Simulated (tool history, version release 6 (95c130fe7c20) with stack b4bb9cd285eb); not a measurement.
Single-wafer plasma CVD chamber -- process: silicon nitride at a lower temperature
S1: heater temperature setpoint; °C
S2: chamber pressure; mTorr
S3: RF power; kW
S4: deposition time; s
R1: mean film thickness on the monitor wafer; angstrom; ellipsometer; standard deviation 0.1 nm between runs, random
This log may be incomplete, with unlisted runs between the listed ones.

run,hour,S1,S2,S3,S4,R1
1,0,345,1070,0.335,26.8,306.39
2,2,345,1070,0.37,26.8,321.84
3,9.5,345,1110,0.37,26.8,323.72
4,14.3,345,1110,0.335,26.8,309.44
5,17.7,345,1110,0.285,26.8,289.27
6,22.8,345,1300,0.285,26.8,304.17
7,26.4,345,1340,0.295,26.8,313.24
# hour 28.9: RF generator calibrated
8,28.9,345,1380,0.3,26.8,321.29

What will run 9 give?
9,29.7,345,1410,0.305,26.8,?

Logged for run 9: R1 328.2 angstrom.

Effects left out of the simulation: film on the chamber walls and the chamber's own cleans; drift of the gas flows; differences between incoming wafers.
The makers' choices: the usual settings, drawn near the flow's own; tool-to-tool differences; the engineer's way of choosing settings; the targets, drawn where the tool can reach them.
